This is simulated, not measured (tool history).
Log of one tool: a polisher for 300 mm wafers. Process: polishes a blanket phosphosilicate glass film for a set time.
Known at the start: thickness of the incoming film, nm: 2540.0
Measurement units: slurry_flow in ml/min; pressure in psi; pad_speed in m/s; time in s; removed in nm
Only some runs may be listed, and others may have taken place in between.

Run 1, day 0: slurry_flow 310 ml/min, pressure 2.3 psi, pad_speed 1.16 m/s, slurry_solids 1, time 48 s. Result: removed 357.53 nm.
Run 2, day 0.062: slurry_flow 310 ml/min, pressure 2.7 psi, pad_speed 1.16 m/s, slurry_solids 1, time 48 s. Result: removed 406.85 nm.
Run 3, day 0.408: slurry_flow 310 ml/min, pressure 2.8 psi, pad_speed 1.16 m/s, slurry_solids 1, time 48 s. Result: removed 411.96 nm.
Run 4, day 0.758: slurry_flow 310 ml/min, pressure 2.8 psi, pad_speed 1.16 m/s, slurry_solids 1, time 42 s. Result: removed 361.96 nm.
Run 5, day 1.088: slurry_flow 310 ml/min, pressure 2.8 psi, pad_speed 0.96 m/s, slurry_solids 1, time 42 s. Result: removed 309.5 nm.
Run 6, day 1.162: slurry_flow 310 ml/min, pressure 3 psi, pad_speed 1 m/s, slurry_solids 1, time 42 s. Result: removed 342 nm.
Run 7, day 1.492: slurry_flow 310 ml/min, pressure 3.6 psi, pad_speed 1.06 m/s, slurry_solids 1, time 42 s. Result: removed 412.02 nm.
Run 8, day 1.725: slurry_flow 310 ml/min, pressure 3.6 psi, pad_speed 1.08 m/s, slurry_solids 1, time 42 s. Result: removed 416.25 nm.

Run 9, settings as shown, results not yet in. Your forecast:
Run 9, day 2.071: slurry_flow 310 ml/min, pressure 3.6 psi, pad_speed 1.1 m/s, slurry_solids 1, time 42 s. Result: removed ?.

Run 9 measured removed 423.07 nm.

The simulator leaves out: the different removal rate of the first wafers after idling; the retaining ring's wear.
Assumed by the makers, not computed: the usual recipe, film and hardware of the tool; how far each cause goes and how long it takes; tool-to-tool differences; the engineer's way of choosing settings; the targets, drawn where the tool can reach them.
